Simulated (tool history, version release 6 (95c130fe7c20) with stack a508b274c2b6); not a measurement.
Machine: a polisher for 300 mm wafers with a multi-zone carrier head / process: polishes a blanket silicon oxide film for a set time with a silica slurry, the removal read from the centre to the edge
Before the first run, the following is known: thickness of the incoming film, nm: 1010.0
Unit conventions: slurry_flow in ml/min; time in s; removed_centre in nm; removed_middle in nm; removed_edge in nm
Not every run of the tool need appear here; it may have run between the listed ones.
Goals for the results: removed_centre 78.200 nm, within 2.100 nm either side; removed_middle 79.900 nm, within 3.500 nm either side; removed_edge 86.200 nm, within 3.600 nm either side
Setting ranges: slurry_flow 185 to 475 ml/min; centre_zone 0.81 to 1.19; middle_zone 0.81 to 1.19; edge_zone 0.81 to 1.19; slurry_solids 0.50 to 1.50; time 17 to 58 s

run,hour,slurry_flow,centre_zone,middle_zone,edge_zone,slurry_solids,time,removed_centre,removed_middle,removed_edge
1,0.0,305,1.00,1.00,1.00,1.00,37,112.920,116.890,119.450
2,0.7,305,1.00,1.00,1.03,1.00,37,110.770,118.510,121.120
3,4.2,305,1.00,1.08,1.03,1.00,37,111.150,128.510,119.510
4,8.5,305,1.00,1.08,1.03,0.85,37,102.330,115.160,111.980
5,14.4,335,1.00,1.08,1.03,0.85,37,102.190,115.370,107.940
6,16.1,340,0.99,1.06,1.02,0.80,37,96.495,107.880,106.990
7,21.4,345,0.99,1.05,1.00,0.75,37,93.379,103.340,100.650
8,27.1,345,0.98,1.03,0.98,0.75,37,91.493,102.990,100.270
9,33.5,345,0.98,1.01,0.97,0.75,37,91.402,99.654,99.848
10,38.1,325,0.91,0.91,0.87,0.55,37,64.809,70.012,72.540
11,46.3,330,0.92,0.91,0.89,0.55,37,65.878,70.869,73.363
12,49.2,335,0.93,0.91,0.91,0.55,37,67.447,70.752,73.295
13,52.3,330,0.93,0.92,0.94,0.55,37,67.156,71.380,76.122
# hour 57.9: centre zone pressure recalibrated
14,57.9,335,0.94,0.92,0.95,0.55,37,71.048,71.390,75.517
15,64.2,335,0.94,0.93,0.97,0.55,37,71.057,71.709,76.940
16,69.0,340,0.94,0.94,0.98,0.55,37,70.839,73.668,76.644
17,74.7,340,0.99,0.94,1.08,0.70,37,93.610,88.341,99.532

Next run, 5 choices. One meets every target within its allowed miss, the rest don't. Which?
A,80.4,340,1.06,0.91,1.04,0.75,37,?,?,?
B,80.4,360,0.95,0.99,1.01,0.65,36,?,?,?
C,80.4,315,0.87,1.15,0.97,0.75,33,?,?,?
D,80.4,380,0.92,0.93,1.00,0.75,32,?,?,?
E,80.4,460,1.04,0.95,1.01,0.70,34,?,?,?

move,removed_centre,removed_middle,removed_edge
A,104.870,89.137,104.080
B,82.249,83.746,89.590
C,76.264,96.455,89.050
D,79.357,79.210,88.846
E,91.894,82.352,90.953
A: its largest miss is bigger than the last run's
B: closer than the last run, but not yet in spec
C: gets the furthest-off result to its target, but another result is out of tolerance
D: all results land within tolerance of their targets
E: closer than the last run, but not yet in spec
Move D is the one to make.
